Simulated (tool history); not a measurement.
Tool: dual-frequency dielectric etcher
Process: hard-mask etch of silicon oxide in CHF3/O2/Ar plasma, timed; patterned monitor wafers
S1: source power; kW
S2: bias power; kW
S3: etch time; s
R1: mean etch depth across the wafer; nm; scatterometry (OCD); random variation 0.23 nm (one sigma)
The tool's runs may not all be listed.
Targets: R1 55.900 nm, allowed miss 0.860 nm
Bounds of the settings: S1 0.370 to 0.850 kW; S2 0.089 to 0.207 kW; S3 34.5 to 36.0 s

run	hour	S1	S2	S3	R1
1	0.0	0.610	0.148	34.5	63.731
2	1.0	0.610	0.125	34.5	59.838
3	4.5	0.550	0.125	34.5	57.587
4	9.0	0.490	0.125	34.5	54.105
5	15.5	0.500	0.125	34.5	55.010
6	16.7	0.450	0.125	34.5	52.000
7	20.1	0.470	0.125	34.5	53.576
8	21.4	0.480	0.125	34.5	53.730
9	22.2	0.550	0.127	34.5	57.748
10	29.9	0.540	0.127	34.5	56.933

5 next moves are on the table. One of them brings every result within its allowed miss. Which?
A	37.6	0.530	0.111	34.5	?
B	37.6	0.560	0.106	35.0	?
C	37.6	0.450	0.141	34.5	?
D	37.6	0.450	0.119	36.0	?
E	37.6	0.430	0.136	35.0	?

move	R1
A	54.455
B	55.884
C	54.433
D	53.763
E	53.404
A: takes the result that was furthest off past its target
B: meets every target
C: takes the result that was furthest off past its target
D: takes the result that was furthest off past its target
E: takes the result that was furthest off past its target
Move B is the one to make.
